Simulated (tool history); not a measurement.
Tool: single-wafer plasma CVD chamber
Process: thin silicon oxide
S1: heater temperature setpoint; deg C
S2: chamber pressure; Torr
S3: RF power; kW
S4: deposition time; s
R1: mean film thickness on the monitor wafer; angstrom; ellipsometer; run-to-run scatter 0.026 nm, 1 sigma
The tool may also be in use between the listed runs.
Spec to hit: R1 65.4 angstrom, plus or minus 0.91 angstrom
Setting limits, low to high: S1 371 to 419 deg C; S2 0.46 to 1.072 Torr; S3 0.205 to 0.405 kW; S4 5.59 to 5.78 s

{"run": 1, "hour": 0.0, "S1": 395, "S2": 0.766, "S3": 0.305, "S4": 5.59, "R1": 85.787}
{"run": 2, "hour": 4.4, "S1": 395, "S2": 0.714, "S3": 0.305, "S4": 5.59, "R1": 80.497}
{"run": 3, "hour": 5.5, "S1": 395, "S2": 0.673, "S3": 0.305, "S4": 5.59, "R1": 75.644}
{"run": 4, "hour": 7.5, "S1": 395, "S2": 0.673, "S3": 0.28, "S4": 5.59, "R1": 71.577}
{"run": 5, "hour": 10.7, "S1": 403, "S2": 0.673, "S3": 0.28, "S4": 5.59, "R1": 70.846}
{"run": 6, "hour": 17.4, "S1": 404, "S2": 0.66, "S3": 0.28, "S4": 5.59, "R1": 69.112}
{"run": 7, "hour": 21.9, "S1": 406, "S2": 0.653, "S3": 0.28, "S4": 5.59, "R1": 68.413}
{"run": 8, "hour": 28.9, "S1": 407, "S2": 0.647, "S3": 0.28, "S4": 5.59, "R1": 67.866}
{"run": 9, "hour": 32.7, "S1": 408, "S2": 0.642, "S3": 0.28, "S4": 5.59, "R1": 67.181}
{"run": 10, "hour": 37.3, "S1": 409, "S2": 0.639, "S3": 0.28, "S4": 5.59, "R1": 67.276}
{"run": 11, "hour": 39.3, "S1": 409, "S2": 0.634, "S3": 0.28, "S4": 5.59, "R1": 66.322}

Exactly one of the 4 candidate moves below puts every result within its allowed miss. Which one?
{"run": "A", "hour": 41.3, "S1": 412, "S2": 0.637, "S3": 0.285, "S4": 5.59, "R1": "?"}
{"run": "B", "hour": 41.3, "S1": 408, "S2": 0.642, "S3": 0.275, "S4": 5.76, "R1": "?"}
{"run": "C", "hour": 41.3, "S1": 409, "S2": 0.625, "S3": 0.27, "S4": 5.75, "R1": "?"}
{"run": "D", "hour": 41.3, "S1": 418, "S2": 0.718, "S3": 0.245, "S4": 5.59, "R1": "?"}

move=A R1=67.659
move=B R1=68.766
move=C R1=65.78
move=D R1=68.439
A: lands further from the targets than the last run did
B: lands further from the targets than the last run did
C: all results land within tolerance of their targets
D: lands further from the targets than the last run did
The right move is C.
